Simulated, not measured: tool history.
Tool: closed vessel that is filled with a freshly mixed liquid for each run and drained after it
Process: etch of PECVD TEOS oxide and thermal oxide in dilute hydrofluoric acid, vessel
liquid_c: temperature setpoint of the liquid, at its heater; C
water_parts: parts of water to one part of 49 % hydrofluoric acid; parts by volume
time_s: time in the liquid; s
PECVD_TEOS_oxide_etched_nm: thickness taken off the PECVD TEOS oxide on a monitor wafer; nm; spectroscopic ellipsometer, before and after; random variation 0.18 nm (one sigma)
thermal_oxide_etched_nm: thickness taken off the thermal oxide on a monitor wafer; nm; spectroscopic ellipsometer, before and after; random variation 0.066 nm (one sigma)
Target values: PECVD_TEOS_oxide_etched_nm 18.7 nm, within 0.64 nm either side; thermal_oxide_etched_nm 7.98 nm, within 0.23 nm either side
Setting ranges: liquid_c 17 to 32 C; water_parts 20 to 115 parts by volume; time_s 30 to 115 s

run 1 hour=0 | liquid_c=24 water_parts=65 time_s=60 | PECVD_TEOS_oxide_etched_nm=10.239 thermal_oxide_etched_nm=4.4191
run 2 hour=8.3 | liquid_c=25 water_parts=65 time_s=60 | PECVD_TEOS_oxide_etched_nm=10.763 thermal_oxide_etched_nm=4.5948
run 3 hour=17.5 | liquid_c=25 water_parts=65 time_s=75 | PECVD_TEOS_oxide_etched_nm=13.348 thermal_oxide_etched_nm=5.7363
run 4 hour=22.4 | liquid_c=27.5 water_parts=65 time_s=75 | PECVD_TEOS_oxide_etched_nm=14.922 thermal_oxide_etched_nm=6.4388
run 5 hour=30.4 | liquid_c=29 water_parts=65 time_s=75 | PECVD_TEOS_oxide_etched_nm=15.503 thermal_oxide_etched_nm=6.7058
run 6 hour=31.5 | liquid_c=29.5 water_parts=65 time_s=75 | PECVD_TEOS_oxide_etched_nm=15.94 thermal_oxide_etched_nm=6.9116
run 7 hour=34.9 | liquid_c=30 water_parts=65 time_s=75 | PECVD_TEOS_oxide_etched_nm=16.246 thermal_oxide_etched_nm=7.0471
run 8 hour=40.5 | liquid_c=32 water_parts=60 time_s=75 | PECVD_TEOS_oxide_etched_nm=19.513 thermal_oxide_etched_nm=8.3384

4 next moves are on the table. One of them brings every result within its allowed miss. Which?
run A hour=46.1 | liquid_c=30.5 water_parts=65 time_s=90 | PECVD_TEOS_oxide_etched_nm=? thermal_oxide_etched_nm=?
run B hour=46.1 | liquid_c=32 water_parts=65 time_s=80 | PECVD_TEOS_oxide_etched_nm=? thermal_oxide_etched_nm=?
run C hour=46.1 | liquid_c=28 water_parts=60 time_s=90 | PECVD_TEOS_oxide_etched_nm=? thermal_oxide_etched_nm=?
run D hour=46.1 | liquid_c=32 water_parts=65 time_s=75 | PECVD_TEOS_oxide_etched_nm=? thermal_oxide_etched_nm=?

move=A PECVD_TEOS_oxide_etched_nm=20.027 thermal_oxide_etched_nm=8.5411
move=B PECVD_TEOS_oxide_etched_nm=18.854 thermal_oxide_etched_nm=8.0409
move=C PECVD_TEOS_oxide_etched_nm=19.826 thermal_oxide_etched_nm=8.4552
move=D PECVD_TEOS_oxide_etched_nm=17.676 thermal_oxide_etched_nm=7.5383
A: its largest miss is bigger than the last run's
B: every result within its allowed miss
C: its largest miss is bigger than the last run's
D: the result that was furthest off in the last run now lies on the other side of its target
B is the move that brings every result within its allowed miss.
